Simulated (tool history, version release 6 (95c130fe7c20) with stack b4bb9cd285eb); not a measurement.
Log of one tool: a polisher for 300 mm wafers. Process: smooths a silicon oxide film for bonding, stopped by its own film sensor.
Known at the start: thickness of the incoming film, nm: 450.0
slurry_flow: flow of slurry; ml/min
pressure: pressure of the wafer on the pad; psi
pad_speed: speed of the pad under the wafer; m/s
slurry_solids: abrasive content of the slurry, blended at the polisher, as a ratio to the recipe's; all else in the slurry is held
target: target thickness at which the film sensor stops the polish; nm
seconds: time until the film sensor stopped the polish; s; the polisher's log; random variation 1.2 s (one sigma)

{"run": 1, "day": 0.0, "slurry_flow": 180, "pressure": 1.5, "pad_speed": 0.92, "slurry_solids": 1, "target": 404, "seconds": 82.072}
{"run": 2, "day": 0.317, "slurry_flow": 175, "pressure": 1.2, "pad_speed": 0.9, "slurry_solids": 1, "target": 404, "seconds": 105.66}
{"run": 3, "day": 0.35, "slurry_flow": 175, "pressure": 1.2, "pad_speed": 0.9, "slurry_solids": 1.15, "target": 404, "seconds": 97.768}
{"run": 4, "day": 0.662, "slurry_flow": 175, "pressure": 1.2, "pad_speed": 0.9, "slurry_solids": 0.95, "target": 404, "seconds": 106.44}
{"run": 5, "day": 0.954, "slurry_flow": 170, "pressure": 1.1, "pad_speed": 0.9, "slurry_solids": 0.95, "target": 404, "seconds": 118.21}
{"run": 6, "day": 1.125, "slurry_flow": 170, "pressure": 1.1, "pad_speed": 1.02, "slurry_solids": 0.95, "target": 404, "seconds": 106.35}
{"run": 7, "day": 1.325, "slurry_flow": 160, "pressure": 1, "pad_speed": 1.02, "slurry_solids": 0.95, "target": 404, "seconds": 114.3}

Run 8 comes next. What will it give?
{"run": 8, "day": 1.45, "slurry_flow": 155, "pressure": 0.9, "pad_speed": 1.02, "slurry_solids": 0.95, "target": 404, "seconds": "?"}

{"run 8": {"seconds": 126.92}}
